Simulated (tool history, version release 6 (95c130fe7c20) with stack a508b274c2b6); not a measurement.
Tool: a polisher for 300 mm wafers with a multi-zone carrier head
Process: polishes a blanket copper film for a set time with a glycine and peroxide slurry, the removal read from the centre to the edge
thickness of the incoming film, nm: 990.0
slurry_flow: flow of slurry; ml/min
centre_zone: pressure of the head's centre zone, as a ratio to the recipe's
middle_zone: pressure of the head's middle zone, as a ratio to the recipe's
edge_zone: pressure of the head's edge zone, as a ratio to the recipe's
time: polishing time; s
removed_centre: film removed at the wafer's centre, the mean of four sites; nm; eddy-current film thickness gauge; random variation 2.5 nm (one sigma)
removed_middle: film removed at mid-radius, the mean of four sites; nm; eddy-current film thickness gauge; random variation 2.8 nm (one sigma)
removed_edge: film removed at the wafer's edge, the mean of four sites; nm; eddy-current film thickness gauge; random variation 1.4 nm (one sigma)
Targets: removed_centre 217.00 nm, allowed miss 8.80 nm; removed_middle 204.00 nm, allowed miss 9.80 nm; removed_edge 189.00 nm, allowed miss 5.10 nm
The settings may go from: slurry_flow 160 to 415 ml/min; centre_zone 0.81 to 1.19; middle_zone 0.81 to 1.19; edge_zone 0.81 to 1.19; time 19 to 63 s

| run | hour | slurry_flow | centre_zone | middle_zone | edge_zone | time | removed_centre | removed_middle | removed_edge |
|---|---|---|---|---|---|---|---|---|---|
| 1 | 0.0 | 265 | 1.00 | 1.00 | 1.00 | 41 | 249.71 | 250.30 | 250.34 |
| 2 | 4.4 | 265 | 1.00 | 1.00 | 1.00 | 32 | 196.88 | 196.84 | 194.38 |
| 3 | 7.0 | 270 | 1.01 | 1.00 | 0.99 | 32 | 199.88 | 191.23 | 191.98 |
| 4 | 12.1 | 270 | 1.01 | 1.05 | 0.99 | 32 | 197.52 | 199.69 | 191.80 |
| 5 | 16.4 | 275 | 1.02 | 1.06 | 0.99 | 32 | 201.93 | 195.72 | 193.75 |
| 6 | 20.2 | 340 | 1.02 | 1.06 | 0.99 | 32 | 205.27 | 206.30 | 199.69 |
| 7 | 24.5 | 335 | 1.03 | 1.07 | 0.98 | 32 | 208.89 | 202.61 | 197.80 |
| 8 | 31.3 | 330 | 1.03 | 1.08 | 0.97 | 32 | 204.88 | 203.37 | 195.11 |
| 9 | 33.1 | 330 | 1.04 | 1.09 | 0.96 | 32 | 208.52 | 207.29 | 193.30 |
| 10 | 34.4 | 330 | 1.05 | 1.09 | 0.96 | 32 | 207.36 | 208.20 | 194.77 |
| 11 | 35.8 | 330 | 1.05 | 1.09 | 0.96 | 32 | 208.96 | 206.47 | 195.07 |
| 12 | 42.2 | 330 | 1.05 | 1.09 | 0.96 | 32 | 207.08 | 206.73 | 192.61 |
| 13 | 45.5 | 330 | 1.06 | 1.09 | 0.96 | 32 | 209.96 | 200.27 | 196.69 |

5 next moves are on the table. One of them brings every result within its allowed miss. Which?
| A | 48.8 | 405 | 1.12 | 1.10 | 1.12 | 31 | ? | ? | ? |
| B | 48.8 | 320 | 1.13 | 1.13 | 0.95 | 31 | ? | ? | ? |
| C | 48.8 | 355 | 0.95 | 1.10 | 1.00 | 33 | ? | ? | ? |
| D | 48.8 | 295 | 1.17 | 1.05 | 1.07 | 32 | ? | ? | ? |
| E | 48.8 | 405 | 1.02 | 1.04 | 1.04 | 30 | ? | ? | ? |

| move | removed_centre | removed_middle | removed_edge |
|---|---|---|---|
| A | 221.96 | 208.00 | 206.89 |
| B | 218.74 | 207.03 | 187.87 |
| C | 204.35 | 219.29 | 206.50 |
| D | 230.20 | 203.35 | 204.29 |
| E | 198.94 | 195.23 | 193.02 |
A: further off than the last run
B: meets every target
C: further off than the last run
D: further off than the last run
E: brings the result that was furthest off to its target, and leaves another outside
The right move is B.
